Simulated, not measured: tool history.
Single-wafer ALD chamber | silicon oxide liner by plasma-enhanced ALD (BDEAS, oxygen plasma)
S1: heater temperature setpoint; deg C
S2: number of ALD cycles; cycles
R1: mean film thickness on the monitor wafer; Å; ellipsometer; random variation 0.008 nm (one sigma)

run 1 hour=0 | S1=310 S2=51 | R1=42.387
run 2 hour=7.9 | S1=311 S2=50 | R1=41.776
run 3 hour=10.9 | S1=305 S2=50 | R1=41.981
run 4 hour=18.8 | S1=305 S2=52 | R1=43.664
run 5 hour=24.3 | S1=305 S2=54 | R1=45.573
run 6 hour=25.4 | S1=301 S2=54 | R1=45.779
-- hour=28.2 thermocouple changed; heater temperature recalibrated
run 7 hour=28.2 | S1=302 S2=52 | R1=43.807

Run 8 comes next. What will it give?
run 8 hour=29.4 | S1=302 S2=50 | R1=?

{"run 8": {"R1": 42.137}}
